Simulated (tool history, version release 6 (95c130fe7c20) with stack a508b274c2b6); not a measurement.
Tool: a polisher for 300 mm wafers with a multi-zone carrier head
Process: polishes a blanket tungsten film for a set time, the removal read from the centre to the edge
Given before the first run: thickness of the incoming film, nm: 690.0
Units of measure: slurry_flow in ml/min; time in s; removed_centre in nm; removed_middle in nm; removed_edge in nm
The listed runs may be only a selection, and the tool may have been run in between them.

run 1 hour=0.0 | slurry_flow=140 centre_zone=1.00 middle_zone=1.00 edge_zone=1.00 slurry_solids=1.00 time=33 | removed_centre=230.54 removed_middle=232.25 removed_edge=231.79
run 2 hour=7.5 | slurry_flow=135 centre_zone=1.00 middle_zone=0.99 edge_zone=0.97 slurry_solids=0.95 time=33 | removed_centre=220.57 removed_middle=221.82 removed_edge=224.87
run 3 hour=10.9 | slurry_flow=155 centre_zone=1.00 middle_zone=0.99 edge_zone=0.97 slurry_solids=0.95 time=33 | removed_centre=230.56 removed_middle=224.37 removed_edge=231.86
run 4 hour=12.6 | slurry_flow=155 centre_zone=1.00 middle_zone=1.07 edge_zone=0.97 slurry_solids=0.95 time=33 | removed_centre=231.59 removed_middle=241.80 removed_edge=232.77
run 5 hour=16.4 | slurry_flow=145 centre_zone=1.01 middle_zone=1.05 edge_zone=0.94 slurry_solids=0.95 time=33 | removed_centre=232.06 removed_middle=239.76 removed_edge=224.02
run 6 hour=19.1 | slurry_flow=160 centre_zone=1.01 middle_zone=1.05 edge_zone=0.94 slurry_solids=0.95 time=33 | removed_centre=235.25 removed_middle=246.97 removed_edge=228.30

Estimate the outcome of run 7 from the log above:
run 7 hour=20.2 | slurry_flow=120 centre_zone=0.99 middle_zone=0.95 edge_zone=0.84 slurry_solids=0.70 time=33 | removed_centre=? removed_middle=? removed_edge=?

removed_centre: 192.69 nm
removed_middle: 191.00 nm
removed_edge: 184.67 nm
